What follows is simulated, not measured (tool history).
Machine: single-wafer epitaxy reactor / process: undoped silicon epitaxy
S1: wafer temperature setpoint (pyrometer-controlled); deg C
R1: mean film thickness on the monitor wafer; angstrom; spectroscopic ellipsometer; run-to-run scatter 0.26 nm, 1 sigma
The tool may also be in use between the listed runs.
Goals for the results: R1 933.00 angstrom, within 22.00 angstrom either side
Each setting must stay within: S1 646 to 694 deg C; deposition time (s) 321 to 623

{"run": 1, "day": 0.0, "S1": 670, "deposition time (s)": 472, "R1": 1201.9}
{"run": 2, "day": 0.133, "S1": 668, "deposition time (s)": 472, "R1": 1158.7}
{"run": 3, "day": 0.462, "S1": 666, "deposition time (s)": 472, "R1": 1114.1}
{"run": 4, "day": 0.829, "S1": 660, "deposition time (s)": 472, "R1": 998.26}
{"run": 5, "day": 1.108, "S1": 660, "deposition time (s)": 534, "R1": 1126.8}
{"run": 6, "day": 1.325, "S1": 660, "deposition time (s)": 577, "R1": 1216.9}
{"run": 7, "day": 1.417, "S1": 658, "deposition time (s)": 576, "R1": 1179.7}
{"run": 8, "day": 1.667, "S1": 656, "deposition time (s)": 575, "R1": 1131.1}

Consider the 4 candidate settings below. Which is the only one whose results all fall within their allowed miss of target?
{"run": "A", "day": 1.917, "S1": 660, "deposition time (s)": 589, "R1": "?"}
{"run": "B", "day": 1.917, "S1": 663, "deposition time (s)": 595, "R1": "?"}
{"run": "C", "day": 1.917, "S1": 646, "deposition time (s)": 573, "R1": "?"}
{"run": "D", "day": 1.917, "S1": 648, "deposition time (s)": 533, "R1": "?"}

move=A R1=1245.20
move=B R1=1330.30
move=C R1=928.84
move=D R1=897.79
A: misses by more than the last run did
B: misses by more than the last run did
C: hits every target within its allowed miss
D: carries the result that was furthest off beyond its target, to the other side
C is the move that brings every result within its allowed miss.

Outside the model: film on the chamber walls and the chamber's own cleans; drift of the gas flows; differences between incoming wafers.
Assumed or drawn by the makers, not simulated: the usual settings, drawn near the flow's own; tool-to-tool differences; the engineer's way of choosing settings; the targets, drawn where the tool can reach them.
